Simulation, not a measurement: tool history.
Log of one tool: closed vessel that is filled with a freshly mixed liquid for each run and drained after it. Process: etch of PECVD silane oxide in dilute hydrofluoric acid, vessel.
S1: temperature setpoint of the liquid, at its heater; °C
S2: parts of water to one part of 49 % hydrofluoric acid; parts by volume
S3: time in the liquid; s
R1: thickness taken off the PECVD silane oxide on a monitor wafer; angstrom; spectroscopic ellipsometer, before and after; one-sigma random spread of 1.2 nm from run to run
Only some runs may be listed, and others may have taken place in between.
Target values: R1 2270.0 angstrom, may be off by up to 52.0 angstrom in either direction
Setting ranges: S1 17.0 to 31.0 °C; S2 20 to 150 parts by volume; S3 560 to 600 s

run  hour    S1  S2   S3      R1
  1   0.0  23.0  85  560  1014.7
  2   6.5  23.0  85  600  1104.0
  3   8.2  25.5  75  600  1403.9
  4  15.6  22.0  75  600  1215.9
  5  20.7  25.0  70  600  1494.3
  6  24.9  27.0  65  600  1760.5
  7  27.1  28.5  65  600  1837.4
  8  30.2  29.5  60  600  2095.6
  9  38.7  30.0  60  600  2117.2
 10  46.6  30.5  60  600  2163.0

Consider the 4 candidate settings below. Which is the only one whose results all fall within their allowed miss of target?
  A  54.5  31.0  60  575   ?
  B  54.5  29.5  55  560   ?
  C  54.5  30.5  55  575   ?
  D  54.5  30.5  60  585   ?

move      R1
   A  2120.4
   B  2141.5
   C  2286.4
   D  2116.0
A: its largest miss is bigger than the last run's
B: its largest miss is bigger than the last run's
C: each result inside its tolerance
D: its largest miss is bigger than the last run's
Go with C: it meets all targets.

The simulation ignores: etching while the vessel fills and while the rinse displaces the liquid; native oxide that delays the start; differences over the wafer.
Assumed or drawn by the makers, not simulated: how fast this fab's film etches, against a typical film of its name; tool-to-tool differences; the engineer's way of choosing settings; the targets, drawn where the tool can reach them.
